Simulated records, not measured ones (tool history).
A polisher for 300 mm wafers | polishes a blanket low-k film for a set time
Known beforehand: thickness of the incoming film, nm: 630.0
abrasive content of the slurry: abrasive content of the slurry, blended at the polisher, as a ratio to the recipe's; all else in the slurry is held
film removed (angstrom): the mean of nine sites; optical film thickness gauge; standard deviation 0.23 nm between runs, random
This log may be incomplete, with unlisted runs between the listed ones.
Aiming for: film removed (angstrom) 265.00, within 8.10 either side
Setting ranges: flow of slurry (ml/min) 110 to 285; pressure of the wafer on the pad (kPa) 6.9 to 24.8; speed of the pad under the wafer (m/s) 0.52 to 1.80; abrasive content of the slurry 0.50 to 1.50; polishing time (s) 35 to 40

run	hour	flow of slurry (ml/min)	pressure of the wafer on the pad (kPa)	speed of the pad under the wafer (m/s)	abrasive content of the slurry	polishing time (s)	film removed (angstrom)
1	0.0	180	15.9	1.16	1.00	40	185.08
2	2.7	185	17.2	1.16	1.00	40	196.60
3	5.3	185	17.2	1.00	1.00	40	177.30
4	8.5	215	17.2	1.00	1.00	40	181.89
5	11.9	245	17.2	1.00	1.00	40	182.56
6	20.5	245	18.6	1.00	1.00	40	192.06
7	25.9	245	20.0	1.02	1.00	40	205.79
8	34.5	245	21.4	1.04	1.00	40	219.51
9	36.0	245	22.1	1.06	1.00	40	228.86
10	40.0	245	22.8	1.08	1.00	40	236.55
11	46.2	245	23.4	1.10	1.00	40	244.03

Pick the move, out of 5, that brings all results within their allowed miss; only one does.
A	52.4	220	17.2	1.46	1.10	38	?
B	52.4	235	24.8	1.14	1.00	40	?
C	52.4	255	24.1	1.02	1.40	37	?
D	52.4	245	21.4	1.20	0.95	37	?
E	52.4	250	22.1	1.06	1.05	40	?

move	film removed (angstrom)
A	226.68
B	262.45
C	246.36
D	220.02
E	232.06
A: misses by more than the last run did
B: all results in spec
C: closes in on the targets versus the last run, not all within tolerance yet
D: misses by more than the last run did
E: misses by more than the last run did
Go with B: it meets all targets.

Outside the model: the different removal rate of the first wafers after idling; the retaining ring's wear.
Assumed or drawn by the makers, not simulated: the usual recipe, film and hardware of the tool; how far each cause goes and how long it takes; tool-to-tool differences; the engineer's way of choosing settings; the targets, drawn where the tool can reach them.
